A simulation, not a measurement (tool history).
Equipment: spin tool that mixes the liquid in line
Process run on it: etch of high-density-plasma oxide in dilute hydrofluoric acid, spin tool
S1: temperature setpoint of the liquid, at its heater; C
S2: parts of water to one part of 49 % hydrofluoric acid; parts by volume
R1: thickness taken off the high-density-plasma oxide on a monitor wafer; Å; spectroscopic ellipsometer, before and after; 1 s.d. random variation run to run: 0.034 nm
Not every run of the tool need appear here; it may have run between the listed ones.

Run 1, hour 0: S1 22 C, S2 110 parts by volume, time under the liquid (s) 100. Result: R1 47.098 Å.
Run 2, hour 3.7: S1 22 C, S2 130 parts by volume, time under the liquid (s) 100. Result: R1 38.985 Å.
Run 3, hour 11.5: S1 22 C, S2 160 parts by volume, time under the liquid (s) 100. Result: R1 30.668 Å.
Run 4, hour 20.5: S1 23 C, S2 160 parts by volume, time under the liquid (s) 100. Result: R1 32.327 Å.
Run 5, hour 24.9: S1 23 C, S2 135 parts by volume, time under the liquid (s) 100. Result: R1 38.419 Å.
Run 6, hour 31.4: S1 24.5 C, S2 135 parts by volume, time under the liquid (s) 100. Result: R1 41.504 Å.

Run 7 is up next; what results do you expect?
Run 7, hour 37.1: S1 23.5 C, S2 135 parts by volume, time under the liquid (s) 100. Result: R1 ?.

Run 7 yielded R1 40.326 Å.
